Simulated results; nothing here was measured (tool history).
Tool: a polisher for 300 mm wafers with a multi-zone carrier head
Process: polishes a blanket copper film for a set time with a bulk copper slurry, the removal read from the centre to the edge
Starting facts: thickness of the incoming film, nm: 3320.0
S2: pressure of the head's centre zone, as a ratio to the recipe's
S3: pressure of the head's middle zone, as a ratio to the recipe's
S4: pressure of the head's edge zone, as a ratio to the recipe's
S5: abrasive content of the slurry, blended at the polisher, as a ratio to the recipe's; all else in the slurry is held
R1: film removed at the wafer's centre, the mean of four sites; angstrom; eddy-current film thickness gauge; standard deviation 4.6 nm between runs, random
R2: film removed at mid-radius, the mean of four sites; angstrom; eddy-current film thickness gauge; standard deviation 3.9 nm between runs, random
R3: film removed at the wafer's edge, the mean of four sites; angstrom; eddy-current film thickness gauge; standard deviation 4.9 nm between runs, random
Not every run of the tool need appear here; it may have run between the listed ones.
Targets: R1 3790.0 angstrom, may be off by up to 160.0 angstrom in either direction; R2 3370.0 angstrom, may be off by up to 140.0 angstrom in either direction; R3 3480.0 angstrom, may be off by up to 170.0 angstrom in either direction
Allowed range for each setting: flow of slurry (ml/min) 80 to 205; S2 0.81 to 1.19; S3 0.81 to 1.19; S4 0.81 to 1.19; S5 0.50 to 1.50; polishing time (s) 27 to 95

Run 1, day 0.000: flow of slurry (ml/min) 135, S2 1.00, S3 1.00, S4 1.00, S5 1.00, polishing time (s) 61. Result: R1 6550.9 angstrom, R2 6696.2 angstrom, R3 6194.8 angstrom.
Run 2, day 0.325: flow of slurry (ml/min) 115, S2 1.00, S3 1.00, S4 1.00, S5 1.00, polishing time (s) 61. Result: R1 6220.7 angstrom, R2 6498.9 angstrom, R3 6234.2 angstrom.
Run 3, day 0.354: flow of slurry (ml/min) 115, S2 1.00, S3 1.00, S4 0.94, S5 1.00, polishing time (s) 61. Result: R1 6365.9 angstrom, R2 6532.6 angstrom, R3 6017.8 angstrom.
Run 4, day 0.642: flow of slurry (ml/min) 115, S2 1.00, S3 0.98, S4 0.94, S5 0.95, polishing time (s) 58. Result: R1 5886.6 angstrom, R2 5979.3 angstrom, R3 5709.2 angstrom.
Run 5, day 0.733: flow of slurry (ml/min) 115, S2 1.00, S3 0.98, S4 0.94, S5 0.95, polishing time (s) 68. Result: R1 6988.1 angstrom, R2 7096.5 angstrom, R3 6663.7 angstrom.
Run 6, day 1.083: flow of slurry (ml/min) 115, S2 1.00, S3 0.98, S4 0.94, S5 0.80, polishing time (s) 68. Result: R1 6696.4 angstrom, R2 6863.3 angstrom, R3 6372.5 angstrom.
Run 7, day 1.188: flow of slurry (ml/min) 115, S2 1.00, S3 0.97, S4 0.93, S5 0.75, polishing time (s) 64. Result: R1 6394.7 angstrom, R2 6265.9 angstrom, R3 6019.6 angstrom.
Run 8, day 1.417: flow of slurry (ml/min) 120, S2 1.00, S3 0.97, S4 0.92, S5 0.70, polishing time (s) 60. Result: R1 5903.5 angstrom, R2 5773.7 angstrom, R3 5524.4 angstrom.
Run 9, day 1.442: flow of slurry (ml/min) 120, S2 1.00, S3 0.97, S4 0.92, S5 0.70, polishing time (s) 60. Result: R1 5758.0 angstrom, R2 5815.9 angstrom, R3 5567.1 angstrom.
Run 10, day 1.671: flow of slurry (ml/min) 120, S2 1.01, S3 0.96, S4 0.91, S5 0.70, polishing time (s) 57. Result: R1 5601.1 angstrom, R2 5500.0 angstrom, R3 5250.0 angstrom.
Run 11, day 1.746: flow of slurry (ml/min) 120, S2 1.01, S3 0.95, S4 0.91, S5 0.70, polishing time (s) 54. Result: R1 5195.7 angstrom, R2 5198.4 angstrom, R3 4959.7 angstrom.
Run 12, day 2.079: flow of slurry (ml/min) 120, S2 1.02, S3 0.93, S4 0.91, S5 0.70, polishing time (s) 52. Result: R1 5296.0 angstrom, R2 4950.8 angstrom, R3 4780.8 angstrom.
Run 13, day 2.450: flow of slurry (ml/min) 120, S2 1.02, S3 0.92, S4 0.91, S5 0.70, polishing time (s) 50. Result: R1 5019.6 angstrom, R2 4614.8 angstrom, R3 4520.9 angstrom.
Run 14, day 2.758: flow of slurry (ml/min) 120, S2 1.01, S3 0.91, S4 0.90, S5 0.70, polishing time (s) 49. Result: R1 4854.1 angstrom, R2 4552.1 angstrom, R3 4541.9 angstrom.
Run 15, day 3.038: flow of slurry (ml/min) 120, S2 1.01, S3 0.90, S4 0.90, S5 0.70, polishing time (s) 47. Result: R1 4556.4 angstrom, R2 4238.5 angstrom, R3 4306.4 angstrom.
Run 16, day 3.383: flow of slurry (ml/min) 110, S2 1.02, S3 0.84, S4 0.81, S5 0.50, polishing time (s) 40. Result: R1 3641.3 angstrom, R2 3177.3 angstrom, R3 3304.5 angstrom.

5 candidate next runs follow, results not yet known. Just one meets every target within its allowed miss. Identify it.
Run A, day 3.729: flow of slurry (ml/min) 110, S2 1.01, S3 0.85, S4 0.82, S5 0.50, polishing time (s) 41. Result: R1 ?, R2 ?, R3 ?.
Run B, day 3.729: flow of slurry (ml/min) 85, S2 1.05, S3 0.81, S4 0.83, S5 0.55, polishing time (s) 40. Result: R1 ?, R2 ?, R3 ?.
Run C, day 3.729: flow of slurry (ml/min) 115, S2 1.08, S3 0.81, S4 0.89, S5 0.55, polishing time (s) 36. Result: R1 ?, R2 ?, R3 ?.
Run D, day 3.729: flow of slurry (ml/min) 105, S2 0.94, S3 0.91, S4 0.85, S5 0.55, polishing time (s) 38. Result: R1 ?, R2 ?, R3 ?.
Run E, day 3.729: flow of slurry (ml/min) 115, S2 0.98, S3 0.81, S4 0.86, S5 0.55, polishing time (s) 38. Result: R1 ?, R2 ?, R3 ?.

move      R1      R2      R3
   A  3637.2  3291.6  3378.8
   B  3510.0  2962.8  3238.6
   C  3507.2  2847.8  3124.9
   D  3152.8  3249.7  3199.0
   E  3356.9  3007.7  3258.2
A: meets every target
B: further off than the last run
C: further off than the last run
D: brings the last run's worst result on target, with another outside its allowed miss
E: further off than the last run
Answer: A

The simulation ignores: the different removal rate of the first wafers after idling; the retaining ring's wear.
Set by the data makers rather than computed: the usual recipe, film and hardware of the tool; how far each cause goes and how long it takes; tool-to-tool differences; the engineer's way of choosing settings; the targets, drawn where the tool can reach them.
